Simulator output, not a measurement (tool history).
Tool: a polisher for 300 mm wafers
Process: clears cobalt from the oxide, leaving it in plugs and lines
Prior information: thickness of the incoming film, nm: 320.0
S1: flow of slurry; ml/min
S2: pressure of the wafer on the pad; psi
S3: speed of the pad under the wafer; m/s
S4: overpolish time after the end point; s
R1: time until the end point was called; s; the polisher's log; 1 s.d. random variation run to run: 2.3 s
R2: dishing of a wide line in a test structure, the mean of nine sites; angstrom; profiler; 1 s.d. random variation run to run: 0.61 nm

run 1 hour=0.0 | S1=265 S2=1.7 S3=1.02 S4=25 | R1=79.294 R2=361.26
run 2 hour=2.2 | S1=265 S2=1.6 S3=1.00 S4=27 | R1=84.599 R2=347.74
run 3 hour=7.7 | S1=265 S2=1.5 S3=0.98 S4=32 | R1=94.603 R2=362.75
run 4 hour=15.1 | S1=265 S2=1.5 S3=0.98 S4=42 | R1=94.499 R2=384.95
run 5 hour=19.1 | S1=265 S2=1.3 S3=0.98 S4=42 | R1=99.070 R2=382.90
run 6 hour=21.8 | S1=265 S2=1.5 S3=0.98 S4=42 | R1=94.082 R2=387.73
run 7 hour=25.7 | S1=265 S2=1.4 S3=0.96 S4=41 | R1=99.046 R2=377.99

Estimate the outcome of run 8 from the log above:
run 8 hour=30.7 | S1=265 S2=1.3 S3=0.94 S4=40 | R1=? R2=?

{"run 8": {"R1": 106.2, "R2": 367.72}}

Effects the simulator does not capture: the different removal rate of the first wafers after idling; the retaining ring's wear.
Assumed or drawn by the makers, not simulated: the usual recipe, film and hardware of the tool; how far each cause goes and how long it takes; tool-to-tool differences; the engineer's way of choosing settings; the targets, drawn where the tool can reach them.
